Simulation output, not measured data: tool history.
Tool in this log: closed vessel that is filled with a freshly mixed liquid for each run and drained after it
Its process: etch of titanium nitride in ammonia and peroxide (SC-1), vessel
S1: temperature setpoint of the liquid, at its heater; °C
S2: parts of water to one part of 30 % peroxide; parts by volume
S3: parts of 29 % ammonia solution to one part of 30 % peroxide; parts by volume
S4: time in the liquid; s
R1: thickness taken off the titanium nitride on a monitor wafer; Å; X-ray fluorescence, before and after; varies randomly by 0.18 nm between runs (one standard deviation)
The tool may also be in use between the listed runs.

run,hour,S1,S2,S3,S4,R1
1,0,48,13,0.4,595,152.55
2,7,48.5,13,0.4,595,158.94
3,14.9,48.5,16,0.4,595,141.29
4,18.9,49.5,16,0.4,595,152.88
5,26.3,50,16,0.4,595,157.85
6,34.3,50.5,16,0.4,595,164.64
7,38,51,16,0.4,595,168.49

What will run 8 give?
8,43.4,53.5,16,0.4,595,?

Run 8 gave R1 202.01 Å.

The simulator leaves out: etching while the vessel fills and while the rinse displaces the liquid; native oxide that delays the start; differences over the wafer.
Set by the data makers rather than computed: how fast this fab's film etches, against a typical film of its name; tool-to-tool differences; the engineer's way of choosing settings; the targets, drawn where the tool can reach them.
